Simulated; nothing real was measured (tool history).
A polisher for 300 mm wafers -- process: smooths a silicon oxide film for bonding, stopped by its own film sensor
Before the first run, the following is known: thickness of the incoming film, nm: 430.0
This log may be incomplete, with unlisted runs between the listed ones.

run  hour  flow of slurry (ml/min)  pressure of the wafer on the pad (kPa)  speed of the pad under the wafer (m/s)  abrasive content of the slurry  target thickness at which the film sensor stops the polish (nm)  time until the film sensor stopped the polish (s)
  1     0                      265                                    16.5                                    0.76                               1                                                              350                                             121.18
  2     8                      265                                    18.6                                    0.76                               1                                                              350                                             109.08
  3    13                      265                                    18.6                                    0.76                               1                                                              347                                             112.37
  4  18.2                      265                                    18.6                                    0.84                               1                                                              347                                             105.37
     21.3  -- slurry blender recalibrated
  5  21.3                      265                                    19.3                                    0.84                               1                                                              347                                             95.183
  6  29.1                      265                                      20                                    0.84                               1                                                              347                                             94.515

Predict the results of run 7:
  7  36.8                      265                                    20.7                                    0.84                               1                                                              347                                                  ?

Run 7 gave time until the film sensor stopped the polish (s) 91.086.

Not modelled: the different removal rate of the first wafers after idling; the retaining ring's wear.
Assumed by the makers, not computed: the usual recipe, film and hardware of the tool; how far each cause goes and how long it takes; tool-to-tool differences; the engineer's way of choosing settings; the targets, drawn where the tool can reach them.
